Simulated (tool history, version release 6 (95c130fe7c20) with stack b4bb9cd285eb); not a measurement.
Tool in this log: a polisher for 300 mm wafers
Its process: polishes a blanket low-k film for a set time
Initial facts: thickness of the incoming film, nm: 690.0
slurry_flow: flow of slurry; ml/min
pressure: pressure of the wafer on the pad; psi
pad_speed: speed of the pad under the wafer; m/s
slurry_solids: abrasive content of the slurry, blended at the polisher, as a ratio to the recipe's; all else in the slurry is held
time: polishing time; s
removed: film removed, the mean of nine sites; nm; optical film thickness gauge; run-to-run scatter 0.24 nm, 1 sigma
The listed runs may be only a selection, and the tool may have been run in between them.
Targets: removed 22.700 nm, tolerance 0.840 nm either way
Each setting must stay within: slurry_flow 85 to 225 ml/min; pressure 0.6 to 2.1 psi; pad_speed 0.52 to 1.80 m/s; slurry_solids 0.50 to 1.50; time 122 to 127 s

{"run": 1, "hour": 0.0, "slurry_flow": 145, "pressure": 1.3, "pad_speed": 1.16, "slurry_solids": 1.0, "time": 122, "removed": 33.713}
{"run": 2, "hour": 2.5, "slurry_flow": 145, "pressure": 1.1, "pad_speed": 1.16, "slurry_solids": 1.0, "time": 122, "removed": 28.993}
{"run": 3, "hour": 6.0, "slurry_flow": 145, "pressure": 1.1, "pad_speed": 1.16, "slurry_solids": 1.2, "time": 122, "removed": 30.631}
{"run": 4, "hour": 12.3, "slurry_flow": 140, "pressure": 1.0, "pad_speed": 1.16, "slurry_solids": 1.2, "time": 122, "removed": 28.299}
{"run": 5, "hour": 21.1, "slurry_flow": 140, "pressure": 1.0, "pad_speed": 1.16, "slurry_solids": 1.35, "time": 122, "removed": 29.473}
{"run": 6, "hour": 27.7, "slurry_flow": 135, "pressure": 0.9, "pad_speed": 1.16, "slurry_solids": 1.35, "time": 122, "removed": 26.454}
{"run": 7, "hour": 34.8, "slurry_flow": 130, "pressure": 0.9, "pad_speed": 1.16, "slurry_solids": 1.35, "time": 122, "removed": 25.851}
{"run": 8, "hour": 38.5, "slurry_flow": 120, "pressure": 0.9, "pad_speed": 1.16, "slurry_solids": 1.35, "time": 122, "removed": 25.948}
{"run": 9, "hour": 46.1, "slurry_flow": 115, "pressure": 0.9, "pad_speed": 1.16, "slurry_solids": 1.35, "time": 122, "removed": 25.579}
{"run": 10, "hour": 54.5, "slurry_flow": 110, "pressure": 0.9, "pad_speed": 1.16, "slurry_solids": 1.35, "time": 122, "removed": 25.471}
{"run": 11, "hour": 56.1, "slurry_flow": 105, "pressure": 0.9, "pad_speed": 1.16, "slurry_solids": 1.35, "time": 122, "removed": 25.013}
{"run": 12, "hour": 59.7, "slurry_flow": 100, "pressure": 0.9, "pad_speed": 1.16, "slurry_solids": 1.35, "time": 122, "removed": 24.729}
{"run": 13, "hour": 67.8, "slurry_flow": 95, "pressure": 0.9, "pad_speed": 1.16, "slurry_solids": 1.35, "time": 122, "removed": 24.992}

Consider the 4 candidate settings below. Which is the only one whose results all fall within their allowed miss of target?
{"run": "A", "hour": 75.9, "slurry_flow": 110, "pressure": 0.8, "pad_speed": 1.22, "slurry_solids": 1.2, "time": 123, "removed": "?"}
{"run": "B", "hour": 75.9, "slurry_flow": 85, "pressure": 0.7, "pad_speed": 1.28, "slurry_solids": 1.35, "time": 122, "removed": "?"}
{"run": "C", "hour": 75.9, "slurry_flow": 85, "pressure": 0.7, "pad_speed": 1.32, "slurry_solids": 1.15, "time": 127, "removed": "?"}
{"run": "D", "hour": 75.9, "slurry_flow": 95, "pressure": 0.7, "pad_speed": 1.28, "slurry_solids": 1.4, "time": 122, "removed": "?"}

move=A removed=22.255
move=B removed=19.944
move=C removed=19.853
move=D removed=20.653
A: meets every target
B: the result that was furthest off in the last run now lies on the other side of its target
C: the result that was furthest off in the last run now lies on the other side of its target
D: the result that was furthest off in the last run now lies on the other side of its target
The right move is A.
